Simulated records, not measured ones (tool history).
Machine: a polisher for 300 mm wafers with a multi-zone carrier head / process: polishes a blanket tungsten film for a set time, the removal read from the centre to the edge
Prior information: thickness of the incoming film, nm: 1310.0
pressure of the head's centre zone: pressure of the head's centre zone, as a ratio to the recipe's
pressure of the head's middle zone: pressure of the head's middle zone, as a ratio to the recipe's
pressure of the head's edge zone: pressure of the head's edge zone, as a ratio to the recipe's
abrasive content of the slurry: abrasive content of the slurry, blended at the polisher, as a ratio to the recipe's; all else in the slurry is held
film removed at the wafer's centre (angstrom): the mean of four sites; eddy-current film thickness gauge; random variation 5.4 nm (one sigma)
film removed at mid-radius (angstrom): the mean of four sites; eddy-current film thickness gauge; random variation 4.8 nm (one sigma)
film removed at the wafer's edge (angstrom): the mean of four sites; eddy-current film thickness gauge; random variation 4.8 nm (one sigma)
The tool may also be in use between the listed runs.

run	hour	flow of slurry (ml/min)	pressure of the head's centre zone	pressure of the head's middle zone	pressure of the head's edge zone	abrasive content of the slurry	polishing time (s)	film removed at the wafer's centre (angstrom)	film removed at mid-radius (angstrom)	film removed at the wafer's edge (angstrom)
1	0.0	315	1.00	1.00	1.00	1.00	84	3323.7	3329.6	3337.7
2	3.3	320	1.03	1.04	1.04	1.15	89	3711.8	3727.2	3685.9
3	5.4	325	1.05	1.07	1.06	1.25	94	4168.3	4188.6	4030.2
4	11.8	385	1.05	1.07	1.06	1.25	94	4214.3	4252.6	4065.7
5	18.4	385	1.05	0.99	1.06	1.25	94	4302.7	3929.4	4082.3
6	22.5	385	1.05	0.99	1.06	1.20	94	4214.7	3888.8	4079.9
7	26.0	385	1.05	0.99	1.06	1.20	94	4173.0	3933.1	4150.7

Run 8 has not been measured yet. What should we expect?
8	27.5	395	1.06	1.03	1.09	1.30	97	?	?	?

{"run 8": {"film removed at the wafer's centre (angstrom)": 4440.8, "film removed at mid-radius (angstrom)": 4334.6, "film removed at the wafer's edge (angstrom)": 4365.6}}
